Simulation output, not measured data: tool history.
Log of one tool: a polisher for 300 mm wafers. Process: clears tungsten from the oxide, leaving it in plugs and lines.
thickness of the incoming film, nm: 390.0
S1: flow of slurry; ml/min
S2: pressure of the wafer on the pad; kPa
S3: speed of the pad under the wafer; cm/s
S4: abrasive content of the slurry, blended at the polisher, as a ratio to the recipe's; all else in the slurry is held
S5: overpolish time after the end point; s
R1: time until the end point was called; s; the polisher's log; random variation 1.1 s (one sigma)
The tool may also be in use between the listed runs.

run  hour   S1    S2   S3   S4  S5      R1
  1   0.0  200  26.2  124  1.0   5  92.730
  2   4.8  200  26.2  152  1.0   5  73.384
  3   5.6  200  26.2  152  1.0   5  73.437
  4  11.6  200  22.8  152  1.0   5  82.677
  5  15.2  200  21.4  152  1.0   5  89.119
  6  23.9  200  20.7  152  1.0   5  92.853

Forecast run 7:
  7  25.4  200  20.0  152  1.0   5   ?

{"run 7": {"R1": 96.237}}

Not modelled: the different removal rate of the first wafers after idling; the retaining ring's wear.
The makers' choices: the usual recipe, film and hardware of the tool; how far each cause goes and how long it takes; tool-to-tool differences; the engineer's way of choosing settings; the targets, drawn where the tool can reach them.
